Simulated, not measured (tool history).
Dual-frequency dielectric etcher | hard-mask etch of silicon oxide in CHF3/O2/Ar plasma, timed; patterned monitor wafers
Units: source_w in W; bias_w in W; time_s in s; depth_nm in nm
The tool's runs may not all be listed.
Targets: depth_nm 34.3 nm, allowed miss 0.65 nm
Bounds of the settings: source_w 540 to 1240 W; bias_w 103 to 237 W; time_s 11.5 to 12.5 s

run,day,source_w,bias_w,time_s,depth_nm
1,0,890,170,12.5,28.311
2,0.067,890,170,11.5,25.635
3,0.438,980,189,11.5,27.918
4,0.646,980,214,11.5,28.861
5,0.867,1040,221,11.5,30.116
6,0.975,1090,226,11.5,30.831
7,1.175,1130,229,11.5,31.706
8,1.388,1160,231,11.5,32.525
9,1.508,1180,233,11.5,32.422

5 next moves are on the table. One of them brings every result within its allowed miss. Which?
A,1.629,1180,236,11.5,?
B,1.629,1180,237,12.5,?
C,1.629,1140,207,11.5,?
D,1.629,1140,218,12.5,?
E,1.629,1170,233,11.5,?

move,depth_nm
A,32.648
B,35.532
C,30.875
D,34.078
E,32.389
A: nearer than the last run, and not there yet
B: takes the result that was furthest off past its target
C: further off than the last run
D: meets every target
E: as far off as the last run
Answer: D
